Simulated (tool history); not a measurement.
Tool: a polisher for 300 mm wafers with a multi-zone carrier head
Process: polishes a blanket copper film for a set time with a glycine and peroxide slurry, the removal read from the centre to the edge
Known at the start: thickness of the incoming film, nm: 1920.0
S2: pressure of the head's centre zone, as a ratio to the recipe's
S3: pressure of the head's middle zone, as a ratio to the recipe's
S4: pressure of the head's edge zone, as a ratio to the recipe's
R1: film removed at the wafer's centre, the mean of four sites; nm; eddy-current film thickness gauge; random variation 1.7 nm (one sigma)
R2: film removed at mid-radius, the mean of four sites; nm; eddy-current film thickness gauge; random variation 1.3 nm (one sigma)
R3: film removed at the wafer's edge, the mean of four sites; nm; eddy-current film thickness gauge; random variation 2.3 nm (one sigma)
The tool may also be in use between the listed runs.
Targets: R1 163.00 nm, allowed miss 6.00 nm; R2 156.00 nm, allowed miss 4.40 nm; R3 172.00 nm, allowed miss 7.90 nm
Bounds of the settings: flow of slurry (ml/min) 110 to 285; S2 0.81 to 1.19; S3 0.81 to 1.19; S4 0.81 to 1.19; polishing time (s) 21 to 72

{"run": 1, "hour": 0.0, "flow of slurry (ml/min)": 180, "S2": 1.0, "S3": 1.0, "S4": 1.0, "polishing time (s)": 46, "R1": 255.54, "R2": 268.7, "R3": 263.16}
{"run": 2, "hour": 7.1, "flow of slurry (ml/min)": 135, "S2": 1.0, "S3": 1.0, "S4": 1.0, "polishing time (s)": 46, "R1": 238.67, "R2": 253.38, "R3": 248.94}
{"run": 3, "hour": 14.5, "flow of slurry (ml/min)": 135, "S2": 1.0, "S3": 0.98, "S4": 0.99, "polishing time (s)": 44, "R1": 227.0, "R2": 239.12, "R3": 243.48}
{"run": 4, "hour": 22.0, "flow of slurry (ml/min)": 135, "S2": 1.0, "S3": 0.98, "S4": 0.99, "polishing time (s)": 52, "R1": 270.57, "R2": 283.12, "R3": 279.14}
{"run": 5, "hour": 30.9, "flow of slurry (ml/min)": 135, "S2": 1.0, "S3": 0.98, "S4": 1.03, "polishing time (s)": 52, "R1": 277.9, "R2": 280.12, "R3": 292.27}
{"run": 6, "hour": 34.7, "flow of slurry (ml/min)": 110, "S2": 1.0, "S3": 0.98, "S4": 1.03, "polishing time (s)": 52, "R1": 256.63, "R2": 266.69, "R3": 281.3}
{"run": 7, "hour": 38.9, "flow of slurry (ml/min)": 110, "S2": 1.0, "S3": 0.97, "S4": 1.02, "polishing time (s)": 49, "R1": 240.53, "R2": 252.98, "R3": 266.56}
{"run": 8, "hour": 45.3, "flow of slurry (ml/min)": 115, "S2": 1.01, "S3": 0.96, "S4": 1.01, "polishing time (s)": 46, "R1": 225.88, "R2": 235.92, "R3": 249.24}
{"run": 9, "hour": 51.7, "flow of slurry (ml/min)": 115, "S2": 1.02, "S3": 0.95, "S4": 1.0, "polishing time (s)": 44, "R1": 221.08, "R2": 224.47, "R3": 235.53}
{"run": 10, "hour": 57.8, "flow of slurry (ml/min)": 115, "S2": 1.02, "S3": 0.94, "S4": 0.99, "polishing time (s)": 42, "R1": 214.81, "R2": 213.5, "R3": 221.26}
{"hour": 63.2, "done": "worn pad replaced by a new one"}
{"run": 11, "hour": 63.2, "flow of slurry (ml/min)": 115, "S2": 1.01, "S3": 0.93, "S4": 0.99, "polishing time (s)": 41, "R1": 225.61, "R2": 225.38, "R3": 241.99}
{"run": 12, "hour": 65.1, "flow of slurry (ml/min)": 115, "S2": 1.03, "S3": 0.94, "S4": 1.01, "polishing time (s)": 40, "R1": 222.15, "R2": 222.75, "R3": 234.79}
{"run": 13, "hour": 65.8, "flow of slurry (ml/min)": 115, "S2": 1.02, "S3": 0.92, "S4": 0.99, "polishing time (s)": 39, "R1": 215.63, "R2": 211.89, "R3": 231.14}
{"run": 14, "hour": 69.8, "flow of slurry (ml/min)": 135, "S2": 1.02, "S3": 0.91, "S4": 0.93, "polishing time (s)": 26, "R1": 151.13, "R2": 145.67, "R3": 153.47}
{"run": 15, "hour": 75.9, "flow of slurry (ml/min)": 150, "S2": 1.05, "S3": 0.94, "S4": 1.03, "polishing time (s)": 26, "R1": 158.87, "R2": 152.65, "R3": 162.7}
{"run": 16, "hour": 78.3, "flow of slurry (ml/min)": 150, "S2": 1.05, "S3": 0.94, "S4": 1.03, "polishing time (s)": 26, "R1": 159.11, "R2": 152.87, "R3": 162.49}

Which of these 5 next moves meets every target?
{"run": "A", "hour": 80.7, "flow of slurry (ml/min)": 130, "S2": 0.92, "S3": 0.94, "S4": 1.06, "polishing time (s)": 29, "R1": "?", "R2": "?", "R3": "?"}
{"run": "B", "hour": 80.7, "flow of slurry (ml/min)": 110, "S2": 0.92, "S3": 0.89, "S4": 1.03, "polishing time (s)": 30, "R1": "?", "R2": "?", "R3": "?"}
{"run": "C", "hour": 80.7, "flow of slurry (ml/min)": 135, "S2": 0.98, "S3": 0.81, "S4": 1.09, "polishing time (s)": 29, "R1": "?", "R2": "?", "R3": "?"}
{"run": "D", "hour": 80.7, "flow of slurry (ml/min)": 155, "S2": 1.07, "S3": 0.98, "S4": 0.94, "polishing time (s)": 25, "R1": "?", "R2": "?", "R3": "?"}
{"run": "E", "hour": 80.7, "flow of slurry (ml/min)": 145, "S2": 1.02, "S3": 0.9, "S4": 1.04, "polishing time (s)": 28, "R1": "?", "R2": "?", "R3": "?"}

move=A R1=150.91 R2=166.89 R3=181.62
move=B R1=148.83 R2=159.04 R3=180.11
move=C R1=161.30 R2=150.77 R3=185.56
move=D R1=155.83 R2=153.91 R3=151.56
move=E R1=164.45 R2=159.61 R3=176.71
A: takes the result that was furthest off past its target
B: takes the result that was furthest off past its target
C: takes the result that was furthest off past its target
D: further off than the last run
E: meets every target
The right move is E.

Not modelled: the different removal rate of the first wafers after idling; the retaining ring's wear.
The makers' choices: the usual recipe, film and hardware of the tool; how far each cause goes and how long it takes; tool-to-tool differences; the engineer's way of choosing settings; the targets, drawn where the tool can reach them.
